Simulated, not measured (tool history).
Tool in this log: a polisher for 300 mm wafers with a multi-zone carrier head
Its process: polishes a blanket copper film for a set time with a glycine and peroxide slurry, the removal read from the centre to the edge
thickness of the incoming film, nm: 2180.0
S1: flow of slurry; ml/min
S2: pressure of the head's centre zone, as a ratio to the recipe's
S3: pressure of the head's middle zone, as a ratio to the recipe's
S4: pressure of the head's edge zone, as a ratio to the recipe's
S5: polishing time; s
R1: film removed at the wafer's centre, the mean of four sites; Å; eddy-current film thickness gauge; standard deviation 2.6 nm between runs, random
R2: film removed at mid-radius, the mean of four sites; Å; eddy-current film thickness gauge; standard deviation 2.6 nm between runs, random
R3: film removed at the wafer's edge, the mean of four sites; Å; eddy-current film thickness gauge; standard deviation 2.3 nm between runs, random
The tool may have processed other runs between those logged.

run,hour,S1,S2,S3,S4,S5,R1,R2,R3
1,0.0,205,1.00,1.00,1.00,50,2187.2,2145.2,2299.8
2,6.0,200,1.01,0.98,0.98,49,2168.1,2091.6,2193.9
3,8.8,170,1.01,0.98,0.98,49,2116.7,1994.6,2127.8
4,14.4,165,1.02,0.97,0.97,49,2076.6,2054.4,2144.3
5,19.7,165,1.02,0.97,0.97,39,1692.6,1629.4,1654.4
6,28.3,180,1.04,0.97,0.99,39,1751.3,1666.4,1745.5
7,36.3,195,1.07,0.96,0.99,39,1856.9,1646.1,1735.9
8,36.9,205,1.08,0.97,1.00,39,1863.6,1627.5,1764.1

What does the tool deliver on the next run?
9,45.1,205,1.08,0.97,1.00,39,?,?,?

{"run 9": {"R1": 1882.5, "R2": 1687.9, "R3": 1757.1}}

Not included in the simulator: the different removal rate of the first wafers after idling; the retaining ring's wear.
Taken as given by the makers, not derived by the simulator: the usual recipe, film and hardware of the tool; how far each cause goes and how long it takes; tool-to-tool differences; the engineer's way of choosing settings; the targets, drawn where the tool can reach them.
